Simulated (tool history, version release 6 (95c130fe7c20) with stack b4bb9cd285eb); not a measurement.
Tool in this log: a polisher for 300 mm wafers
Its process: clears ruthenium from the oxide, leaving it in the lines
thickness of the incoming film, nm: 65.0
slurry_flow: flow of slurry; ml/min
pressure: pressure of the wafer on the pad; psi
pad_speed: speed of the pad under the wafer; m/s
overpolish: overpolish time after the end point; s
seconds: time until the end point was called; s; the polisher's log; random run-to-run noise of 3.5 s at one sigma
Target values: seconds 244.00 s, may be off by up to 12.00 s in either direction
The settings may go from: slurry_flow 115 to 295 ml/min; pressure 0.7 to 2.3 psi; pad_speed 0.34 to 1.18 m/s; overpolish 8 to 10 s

run 1 day=0.000 | slurry_flow=190 pressure=1.5 pad_speed=0.76 overpolish=10 | seconds=109.30
run 2 day=0.154 | slurry_flow=190 pressure=1.4 pad_speed=0.74 overpolish=10 | seconds=117.18
run 3 day=0.396 | slurry_flow=190 pressure=1.5 pad_speed=0.74 overpolish=10 | seconds=113.46
run 4 day=0.483 | slurry_flow=190 pressure=1.4 pad_speed=0.70 overpolish=10 | seconds=125.27
run 5 day=0.808 | slurry_flow=190 pressure=1.3 pad_speed=0.68 overpolish=10 | seconds=139.45
run 6 day=1.150 | slurry_flow=190 pressure=1.3 pad_speed=0.86 overpolish=10 | seconds=110.91
run 7 day=1.212 | slurry_flow=190 pressure=1.2 pad_speed=0.82 overpolish=10 | seconds=123.03
run 8 day=1.504 | slurry_flow=190 pressure=1.1 pad_speed=0.78 overpolish=10 | seconds=139.38
run 9 day=1.783 | slurry_flow=190 pressure=1.0 pad_speed=0.74 overpolish=10 | seconds=163.67
run 10 day=2.033 | slurry_flow=190 pressure=1.0 pad_speed=0.72 overpolish=10 | seconds=156.99
run 11 day=2.329 | slurry_flow=190 pressure=1.0 pad_speed=0.70 overpolish=10 | seconds=166.09
run 12 day=2.362 | slurry_flow=190 pressure=1.0 pad_speed=0.68 overpolish=10 | seconds=172.95
run 13 day=2.483 | slurry_flow=190 pressure=1.0 pad_speed=0.66 overpolish=10 | seconds=180.30
run 14 day=2.554 | slurry_flow=190 pressure=0.8 pad_speed=0.62 overpolish=10 | seconds=223.70
run 15 day=2.667 | slurry_flow=190 pressure=0.8 pad_speed=0.62 overpolish=10 | seconds=224.42

Next run, 4 choices. One meets every target within its allowed miss, the rest don't. Which?
run A day=2.779 | slurry_flow=205 pressure=1.1 pad_speed=0.40 overpolish=8 | seconds=?
run B day=2.779 | slurry_flow=160 pressure=0.8 pad_speed=0.72 overpolish=10 | seconds=?
run C day=2.779 | slurry_flow=185 pressure=0.9 pad_speed=0.56 overpolish=10 | seconds=?
run D day=2.779 | slurry_flow=205 pressure=0.7 pad_speed=0.70 overpolish=10 | seconds=?

move=A seconds=246.23
move=B seconds=198.97
move=C seconds=221.52
move=D seconds=219.78
A: hits every target within its allowed miss
B: moves away from the targets compared with the last run
C: moves away from the targets compared with the last run
D: moves away from the targets compared with the last run
So the answer is move A, the one that meets all the targets.
